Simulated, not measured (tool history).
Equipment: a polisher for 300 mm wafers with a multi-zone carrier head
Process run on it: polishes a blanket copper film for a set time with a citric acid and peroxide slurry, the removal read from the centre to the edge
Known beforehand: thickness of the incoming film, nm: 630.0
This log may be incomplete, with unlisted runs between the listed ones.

run	hour	flow of slurry (ml/min)	pressure of the head's centre zone	pressure of the head's middle zone	pressure of the head's edge zone	abrasive content of the slurry	polishing time (s)	film removed at the wafer's centre (Å)	film removed at mid-radius (Å)	film removed at the wafer's edge (Å)
1	0.0	195	1.00	1.00	1.00	1.00	48	1315.2	1342.3	1300.5
2	5.2	145	1.00	1.00	1.00	1.00	48	1236.0	1262.3	1234.8
3	13.0	170	1.02	0.99	1.04	1.05	48	1324.4	1313.2	1293.0
4	14.7	170	1.02	0.99	1.04	1.05	42	1164.5	1145.6	1161.3
5	23.2	150	1.02	0.99	1.04	1.05	42	1132.5	1132.9	1134.7
6	24.3	150	1.02	0.94	1.04	1.05	42	1126.1	1083.8	1129.8

The next listed run, before its measurement:
7	27.3	175	1.03	0.93	1.07	1.15	43	?	?	?

film removed at the wafer's centre (Å): 1223.6
film removed at mid-radius (Å): 1123.1
film removed at the wafer's edge (Å): 1242.8
